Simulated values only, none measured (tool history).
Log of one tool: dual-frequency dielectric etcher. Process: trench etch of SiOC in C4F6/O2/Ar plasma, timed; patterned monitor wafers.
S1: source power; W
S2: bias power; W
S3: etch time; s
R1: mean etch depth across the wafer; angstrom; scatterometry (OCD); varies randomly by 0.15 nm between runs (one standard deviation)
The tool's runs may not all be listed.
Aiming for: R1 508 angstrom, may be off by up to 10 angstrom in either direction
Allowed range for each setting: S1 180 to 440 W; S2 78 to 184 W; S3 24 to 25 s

Run 1, hour 0: S1 310 W, S2 131 W, S3 24 s. Result: R1 447.74 angstrom.
Run 2, hour 5: S1 310 W, S2 131 W, S3 25 s. Result: R1 465.89 angstrom.
Run 3, hour 5.9: S1 310 W, S2 131 W, S3 25 s. Result: R1 467.48 angstrom.
Run 4, hour 14.9: S1 330 W, S2 132 W, S3 25 s. Result: R1 477.25 angstrom.
Run 5, hour 17.3: S1 370 W, S2 132 W, S3 25 s. Result: R1 492.12 angstrom.
Run 6, hour 22: S1 370 W, S2 132 W, S3 24 s. Result: R1 470.43 angstrom.
Run 7, hour 25.7: S1 390 W, S2 135 W, S3 24 s. Result: R1 481.74 angstrom.
Run 8, hour 28.9: S1 390 W, S2 135 W, S3 24 s. Result: R1 483.9 angstrom.
Run 9, hour 30: S1 400 W, S2 136 W, S3 24 s. Result: R1 487.33 angstrom.
Run 10, hour 34.3: S1 410 W, S2 138 W, S3 24 s. Result: R1 494.4 angstrom.

Which one of the following 5 next-run settings gets every result inside its allowed miss? There is exactly one.
Run A, hour 38.6: S1 380 W, S2 137 W, S3 24 s. Result: R1 ?.
Run B, hour 38.6: S1 410 W, S2 146 W, S3 25 s. Result: R1 ?.
Run C, hour 38.6: S1 430 W, S2 118 W, S3 25 s. Result: R1 ?.
Run D, hour 38.6: S1 400 W, S2 150 W, S3 25 s. Result: R1 ?.
Run E, hour 38.6: S1 410 W, S2 137 W, S3 24.5 s. Result: R1 ?.

move      R1
   A  484.06
   B  530.39
   C  487.23
   D  533.22
   E  504.86
A: the biggest miss grows against the last run
B: pushes the last run's worst result past its target
C: the biggest miss grows against the last run
D: pushes the last run's worst result past its target
E: hits every target within its allowed miss
Answer: E
